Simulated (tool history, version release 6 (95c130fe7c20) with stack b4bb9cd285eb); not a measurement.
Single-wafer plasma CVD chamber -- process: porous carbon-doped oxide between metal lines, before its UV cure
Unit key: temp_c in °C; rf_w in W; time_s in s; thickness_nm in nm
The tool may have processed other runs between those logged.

run    day  temp_c  rf_w  time_s  thickness_nm
  1      0     280   425    28.4         163.9
  2  0.342     282   420    28.4        160.58
  3  0.383     275   420    28.4        165.43
  4  0.683     275   420    29.4        173.23
  5      1     277   410    29.4        169.41
  6    1.1     277   455    29.4        179.23
  7  1.229     279   440    29.3        172.49

What will run 8 give?
  8  1.554     281   430    29.2             ?

Run 8 came out at thickness_nm 168.27 nm.

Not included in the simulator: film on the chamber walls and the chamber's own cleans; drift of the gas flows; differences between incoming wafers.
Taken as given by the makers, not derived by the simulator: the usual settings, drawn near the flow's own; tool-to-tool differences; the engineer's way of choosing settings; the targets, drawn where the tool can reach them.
